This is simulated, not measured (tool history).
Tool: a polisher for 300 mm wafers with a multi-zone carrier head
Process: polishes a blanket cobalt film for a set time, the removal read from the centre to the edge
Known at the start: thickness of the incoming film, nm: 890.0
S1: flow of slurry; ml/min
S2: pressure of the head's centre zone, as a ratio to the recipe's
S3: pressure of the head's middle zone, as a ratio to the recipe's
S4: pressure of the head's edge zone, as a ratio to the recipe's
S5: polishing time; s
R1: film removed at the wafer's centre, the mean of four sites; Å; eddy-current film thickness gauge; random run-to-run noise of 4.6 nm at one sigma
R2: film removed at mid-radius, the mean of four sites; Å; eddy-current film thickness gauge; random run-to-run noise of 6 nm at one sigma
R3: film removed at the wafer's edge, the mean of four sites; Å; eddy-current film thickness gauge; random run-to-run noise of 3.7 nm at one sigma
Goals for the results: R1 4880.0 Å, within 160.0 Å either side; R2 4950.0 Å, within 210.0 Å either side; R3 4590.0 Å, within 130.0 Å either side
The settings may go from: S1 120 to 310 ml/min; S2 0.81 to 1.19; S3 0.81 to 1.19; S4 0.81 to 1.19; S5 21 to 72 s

| run | hour | S1 | S2 | S3 | S4 | S5 | R1 | R2 | R3 |
|---|---|---|---|---|---|---|---|---|---|
| 1 | 0.0 | 200 | 1.00 | 1.00 | 1.00 | 46 | 3903.2 | 3804.9 | 3720.9 |
| 2 | 2.8 | 200 | 1.03 | 1.00 | 1.00 | 46 | 3987.8 | 3796.7 | 3721.9 |
| 3 | 4.1 | 200 | 1.03 | 1.00 | 1.00 | 56 | 4839.5 | 4601.6 | 4492.7 |
| 4 | 4.7 | 200 | 1.03 | 0.95 | 1.00 | 56 | 4846.4 | 4411.9 | 4466.1 |
| 5 | 6.4 | 205 | 1.03 | 0.97 | 1.00 | 56 | 4892.1 | 4463.6 | 4530.0 |
| 6 | 13.4 | 205 | 0.98 | 0.97 | 1.00 | 56 | 4657.2 | 4411.9 | 4527.4 |
| 7 | 15.6 | 210 | 0.98 | 0.99 | 1.00 | 56 | 4641.3 | 4624.9 | 4458.9 |
| 8 | 18.6 | 215 | 0.98 | 0.99 | 1.00 | 56 | 4625.6 | 4692.8 | 4567.6 |
| 9 | 21.1 | 215 | 0.98 | 0.99 | 1.00 | 56 | 4635.5 | 4554.1 | 4530.1 |
| 10 | 24.9 | 215 | 0.99 | 1.00 | 1.00 | 56 | 4695.6 | 4699.3 | 4590.0 |
| 11 | 25.5 | 215 | 1.00 | 1.00 | 0.99 | 56 | 4717.7 | 4653.4 | 4534.7 |
| 12 | 29.0 | 220 | 1.01 | 1.01 | 0.99 | 56 | 4896.3 | 4692.4 | 4482.1 |

Exactly one of the 5 candidate moves below puts every result within its allowed miss. Which one?
| A | 32.5 | 220 | 1.06 | 0.98 | 0.97 | 55 | ? | ? | ? |
| B | 32.5 | 275 | 1.01 | 0.98 | 1.07 | 53 | ? | ? | ? |
| C | 32.5 | 240 | 1.05 | 0.94 | 1.02 | 54 | ? | ? | ? |
| D | 32.5 | 205 | 0.99 | 1.02 | 0.92 | 59 | ? | ? | ? |
| E | 32.5 | 200 | 1.05 | 1.01 | 0.98 | 55 | ? | ? | ? |

| move | R1 | R2 | R3 |
|---|---|---|---|
| A | 4917.8 | 4506.5 | 4484.2 |
| B | 4655.9 | 4465.7 | 4628.7 |
| C | 4844.0 | 4322.7 | 4552.7 |
| D | 4869.1 | 4950.8 | 4653.7 |
| E | 4795.2 | 4557.5 | 4457.2 |
A: lands further from the targets than the last run did
B: lands further from the targets than the last run did
C: lands further from the targets than the last run did
D: all results in spec
E: lands further from the targets than the last run did
The right move is D.
